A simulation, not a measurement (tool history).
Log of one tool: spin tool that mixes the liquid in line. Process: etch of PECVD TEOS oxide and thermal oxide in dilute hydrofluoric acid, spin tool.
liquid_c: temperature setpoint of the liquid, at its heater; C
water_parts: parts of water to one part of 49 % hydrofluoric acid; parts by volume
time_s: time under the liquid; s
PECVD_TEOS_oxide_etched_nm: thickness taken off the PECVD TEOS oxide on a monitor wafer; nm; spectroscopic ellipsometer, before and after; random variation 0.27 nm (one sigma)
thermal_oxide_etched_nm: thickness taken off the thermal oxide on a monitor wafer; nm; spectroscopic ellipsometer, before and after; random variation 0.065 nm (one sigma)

| run | hour | liquid_c | water_parts | time_s | PECVD_TEOS_oxide_etched_nm | thermal_oxide_etched_nm |
|---|---|---|---|---|---|---|
| 1 | 0.0 | 24.0 | 45 | 80 | 37.646 | 8.6765 |
| 2 | 7.9 | 22.0 | 45 | 80 | 34.488 | 7.8434 |
| 3 | 16.3 | 21.0 | 45 | 80 | 33.537 | 7.4362 |
| 4 | 18.9 | 23.5 | 45 | 80 | 36.658 | 8.3855 |
| 5 | 22.9 | 22.5 | 45 | 80 | 35.168 | 7.9435 |
| 6 | 30.0 | 22.0 | 45 | 80 | 33.934 | 7.9411 |
| 7 | 31.8 | 21.0 | 45 | 80 | 33.169 | 7.6011 |

Forecast run 8:
| 8 | 40.1 | 21.0 | 45 | 80 | ? | ? |

PECVD_TEOS_oxide_etched_nm: 33.442 nm
thermal_oxide_etched_nm: 7.5088 nm
